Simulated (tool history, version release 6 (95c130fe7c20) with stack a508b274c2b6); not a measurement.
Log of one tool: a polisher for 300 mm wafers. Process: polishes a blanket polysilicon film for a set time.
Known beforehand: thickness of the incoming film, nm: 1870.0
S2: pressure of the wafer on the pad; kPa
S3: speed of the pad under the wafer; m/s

{"run": 1, "day": 0.0, "flow of slurry (ml/min)": 125, "S2": 17.2, "S3": 0.82, "polishing time (s)": 40, "film removed (nm)": 261.01}
{"run": 2, "day": 0.125, "flow of slurry (ml/min)": 125, "S2": 17.2, "S3": 1.02, "polishing time (s)": 40, "film removed (nm)": 323.56}
{"run": 3, "day": 0.188, "flow of slurry (ml/min)": 120, "S2": 17.2, "S3": 1.02, "polishing time (s)": 40, "film removed (nm)": 318.96}
{"run": 4, "day": 0.383, "flow of slurry (ml/min)": 120, "S2": 14.5, "S3": 1.02, "polishing time (s)": 40, "film removed (nm)": 275.48}
{"run": 5, "day": 0.654, "flow of slurry (ml/min)": 120, "S2": 14.5, "S3": 1.02, "polishing time (s)": 36, "film removed (nm)": 249.7}
{"run": 6, "day": 1.0, "flow of slurry (ml/min)": 135, "S2": 15.2, "S3": 1.02, "polishing time (s)": 36, "film removed (nm)": 264.6}
{"run": 7, "day": 1.133, "flow of slurry (ml/min)": 135, "S2": 15.9, "S3": 1.02, "polishing time (s)": 36, "film removed (nm)": 272.15}

What does the tool deliver on the next run?
{"run": 8, "day": 1.271, "flow of slurry (ml/min)": 135, "S2": 16.5, "S3": 1.02, "polishing time (s)": 36, "film removed (nm)": "?"}

film removed (nm): 285.79
